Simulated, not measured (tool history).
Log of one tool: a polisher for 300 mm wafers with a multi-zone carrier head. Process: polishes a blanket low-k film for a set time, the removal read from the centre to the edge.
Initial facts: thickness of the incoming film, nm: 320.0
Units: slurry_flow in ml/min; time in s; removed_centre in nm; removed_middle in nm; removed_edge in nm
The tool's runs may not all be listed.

run,hour,slurry_flow,centre_zone,middle_zone,edge_zone,slurry_solids,time,removed_centre,removed_middle,removed_edge
1,0,250,1,1,1,1,81,25.812,26.35,26.158
2,6.7,240,1.01,0.95,0.98,1,81,26.081,25.492,25.978
3,13.2,240,1.01,0.95,1.06,1,81,26.486,25.165,27.211
4,14.1,235,1.02,0.91,1.04,0.95,81,25.694,24.249,25.907
5,20.7,230,1.04,0.88,1.05,0.9,81,25.514,22.588,25.383
6,22.8,225,1.05,0.86,1.04,0.9,81,25.472,22.063,25.268

Run 7, settings as shown, results not yet in. Your forecast:
7,29.7,220,1.06,0.85,1.02,0.9,81,?,?,?

Run 7 came out at removed_centre 25.997 nm, removed_middle 21.827 nm, removed_edge 24.794 nm.
